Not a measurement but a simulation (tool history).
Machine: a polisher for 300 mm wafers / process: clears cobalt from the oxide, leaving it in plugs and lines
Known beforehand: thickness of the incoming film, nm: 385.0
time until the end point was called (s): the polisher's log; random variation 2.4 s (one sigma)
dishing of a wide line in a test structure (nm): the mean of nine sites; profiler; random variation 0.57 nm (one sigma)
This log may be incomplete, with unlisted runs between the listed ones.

run    day  flow of slurry (ml/min)  pressure of the wafer on the pad (kPa)  speed of the pad under the wafer (cm/s)  overpolish time after the end point (s)  time until the end point was called (s)  dishing of a wide line in a test structure (nm)
  1  0.000                      280                                    12.4                                      106                                       30                                   96.965                                           23.692
  2  0.342                      280                                    11.7                                      104                                       30                                  105.560                                           23.157
  3  0.396                      280                                    11.0                                      102                                       33                                  111.430                                           24.631
  4  0.629                      280                                    11.0                                      118                                       33                                   98.025                                           24.631
  5  0.946                      280                                    10.3                                      114                                       31                                  110.130                                           24.275
  6  1.217                      280                                     7.6                                      114                                       31                                  148.670                                           23.055
  7  1.329                      280                                     7.6                                      112                                       32                                  148.080                                           23.327
  8  1.588                      270                                     5.5                                       84                                       31                                  263.780                                           20.329
  9  1.638                      270                                     5.5                                       84                                       34                                  267.950                                           20.834
 10  1.667                      275                                     5.5                                       84                                       36                                  266.960                                           21.105
 11  2.021                      310                                     8.3                                       86                                       50                                  173.990                                           23.514
 12  2.371                      305                                     8.3                                       86                                       51                                  175.310                                           24.214
 13  2.471                      300                                     8.3                                       86                                       51                                  173.520                                           23.328
 14  2.775                      300                                     5.5                                       84                                       51                                  261.780                                           23.828
 15  3.079                      305                                     5.5                                       84                                       50                                  257.650                                           22.300
 16  3.129                      305                                     6.2                                       84                                       51                                  236.390                                           22.671
 17  3.421                      305                                     7.6                                       84                                       56                                  191.190                                           24.648
 18  3.633                      305                                     7.6                                       84                                       55                                  195.860                                           24.210
 19  3.821                      305                                     7.6                                       84                                       54                                  196.420                                           24.450

For run 20, what comes out?
 20  3.946                      305                                     7.6                                       84                                       53                                        ?                                                ?

time until the end point was called (s): 193.150
dishing of a wide line in a test structure (nm): 25.158
